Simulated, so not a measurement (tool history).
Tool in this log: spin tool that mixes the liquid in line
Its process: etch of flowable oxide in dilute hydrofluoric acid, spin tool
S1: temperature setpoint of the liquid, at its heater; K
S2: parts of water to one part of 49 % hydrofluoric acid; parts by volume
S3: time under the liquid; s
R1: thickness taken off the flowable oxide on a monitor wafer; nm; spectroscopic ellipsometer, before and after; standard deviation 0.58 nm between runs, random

run 1 hour=0.0 | S1=296.15 S2=65 S3=150 | R1=78.105
run 2 hour=1.2 | S1=299.65 S2=65 S3=150 | R1=90.621
run 3 hour=5.0 | S1=297.15 S2=65 S3=150 | R1=80.152
run 4 hour=13.4 | S1=295.65 S2=65 S3=150 | R1=76.881
run 5 hour=15.6 | S1=292.65 S2=65 S3=150 | R1=68.246
run 6 hour=18.9 | S1=292.65 S2=65 S3=150 | R1=66.646

Forecast run 7:
run 7 hour=27.3 | S1=292.65 S2=65 S3=150 | R1=?

R1: 67.239 nm
